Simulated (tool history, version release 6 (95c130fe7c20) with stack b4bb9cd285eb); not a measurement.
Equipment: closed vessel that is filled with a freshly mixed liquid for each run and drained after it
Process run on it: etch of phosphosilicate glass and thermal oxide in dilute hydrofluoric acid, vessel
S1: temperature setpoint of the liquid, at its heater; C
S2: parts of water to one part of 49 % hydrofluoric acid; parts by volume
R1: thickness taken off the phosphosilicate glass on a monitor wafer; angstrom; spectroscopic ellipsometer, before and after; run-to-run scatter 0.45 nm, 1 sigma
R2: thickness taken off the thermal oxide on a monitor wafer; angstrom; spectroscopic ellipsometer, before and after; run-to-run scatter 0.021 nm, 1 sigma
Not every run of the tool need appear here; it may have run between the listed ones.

{"run": 1, "hour": 0.0, "S1": 21.0, "S2": 70, "time in the liquid (s)": 60, "R1": 1459.7, "R2": 43.974}
{"run": 2, "hour": 6.0, "S1": 20.5, "S2": 75, "time in the liquid (s)": 60, "R1": 1332.7, "R2": 39.336}
{"run": 3, "hour": 12.7, "S1": 20.0, "S2": 80, "time in the liquid (s)": 60, "R1": 1238.2, "R2": 35.821}
{"run": 4, "hour": 17.3, "S1": 20.0, "S2": 95, "time in the liquid (s)": 60, "R1": 1009.1, "R2": 29.99}
{"run": 5, "hour": 24.5, "S1": 22.5, "S2": 95, "time in the liquid (s)": 60, "R1": 1115.7, "R2": 32.614}
{"run": 6, "hour": 32.9, "S1": 21.5, "S2": 95, "time in the liquid (s)": 60, "R1": 1075.6, "R2": 31.289}
{"run": 7, "hour": 38.0, "S1": 20.5, "S2": 95, "time in the liquid (s)": 60, "R1": 1024.1, "R2": 30.384}

Run 8 is up next; what results do you expect?
{"run": 8, "hour": 46.0, "S1": 20.0, "S2": 95, "time in the liquid (s)": 60, "R1": "?", "R2": "?"}

R1: 1005.2 angstrom
R2: 29.475 angstrom
